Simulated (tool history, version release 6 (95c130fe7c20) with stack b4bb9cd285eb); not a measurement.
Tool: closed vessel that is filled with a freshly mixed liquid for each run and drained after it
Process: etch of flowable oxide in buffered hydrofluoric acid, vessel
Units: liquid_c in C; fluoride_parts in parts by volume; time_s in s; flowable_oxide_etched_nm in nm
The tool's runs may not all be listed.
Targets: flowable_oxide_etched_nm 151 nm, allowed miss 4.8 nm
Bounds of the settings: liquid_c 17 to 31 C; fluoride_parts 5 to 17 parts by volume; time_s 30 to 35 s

{"run": 1, "hour": 0.0, "liquid_c": 23, "fluoride_parts": 10.5, "time_s": 35, "flowable_oxide_etched_nm": 90.387}
{"run": 2, "hour": 3.5, "liquid_c": 23, "fluoride_parts": 13.5, "time_s": 35, "flowable_oxide_etched_nm": 70.256}
{"run": 3, "hour": 8.5, "liquid_c": 23, "fluoride_parts": 13.5, "time_s": 35, "flowable_oxide_etched_nm": 69.579}
{"run": 4, "hour": 11.3, "liquid_c": 20, "fluoride_parts": 13.5, "time_s": 35, "flowable_oxide_etched_nm": 60.01}
{"run": 5, "hour": 13.2, "liquid_c": 22, "fluoride_parts": 12.5, "time_s": 35, "flowable_oxide_etched_nm": 71.827}
{"run": 6, "hour": 16.8, "liquid_c": 22, "fluoride_parts": 12.5, "time_s": 35, "flowable_oxide_etched_nm": 70.527}
{"run": 7, "hour": 25.7, "liquid_c": 23.5, "fluoride_parts": 12, "time_s": 35, "flowable_oxide_etched_nm": 81.991}
{"run": 8, "hour": 32.4, "liquid_c": 25, "fluoride_parts": 11.5, "time_s": 35, "flowable_oxide_etched_nm": 92.57}
{"run": 9, "hour": 37.3, "liquid_c": 26, "fluoride_parts": 11, "time_s": 35, "flowable_oxide_etched_nm": 101.98}
{"run": 10, "hour": 39.1, "liquid_c": 27, "fluoride_parts": 10.5, "time_s": 35, "flowable_oxide_etched_nm": 112.91}
{"run": 11, "hour": 47.6, "liquid_c": 27, "fluoride_parts": 10.5, "time_s": 35, "flowable_oxide_etched_nm": 112.26}
{"run": 12, "hour": 54.6, "liquid_c": 27.5, "fluoride_parts": 10.5, "time_s": 35, "flowable_oxide_etched_nm": 112.58}
{"run": 13, "hour": 56.8, "liquid_c": 28, "fluoride_parts": 10, "time_s": 35, "flowable_oxide_etched_nm": 124.47}
{"run": 14, "hour": 65.8, "liquid_c": 28.5, "fluoride_parts": 10, "time_s": 35, "flowable_oxide_etched_nm": 128.04}
{"run": 15, "hour": 69.7, "liquid_c": 29, "fluoride_parts": 10, "time_s": 35, "flowable_oxide_etched_nm": 129.62}

4 next moves are on the table. One of them brings every result within its allowed miss. Which?
{"run": "A", "hour": 73.6, "liquid_c": 28, "fluoride_parts": 12, "time_s": 35, "flowable_oxide_etched_nm": "?"}
{"run": "B", "hour": 73.6, "liquid_c": 31, "fluoride_parts": 9.5, "time_s": 35, "flowable_oxide_etched_nm": "?"}
{"run": "C", "hour": 73.6, "liquid_c": 26, "fluoride_parts": 8, "time_s": 30, "flowable_oxide_etched_nm": "?"}
{"run": "D", "hour": 73.6, "liquid_c": 31, "fluoride_parts": 11.5, "time_s": 35, "flowable_oxide_etched_nm": "?"}

move=A flowable_oxide_etched_nm=102.33
move=B flowable_oxide_etched_nm=147.79
move=C flowable_oxide_etched_nm=114.27
move=D flowable_oxide_etched_nm=124.92
A: further off than the last run
B: meets every target
C: further off than the last run
D: further off than the last run
Move B is the one to make.
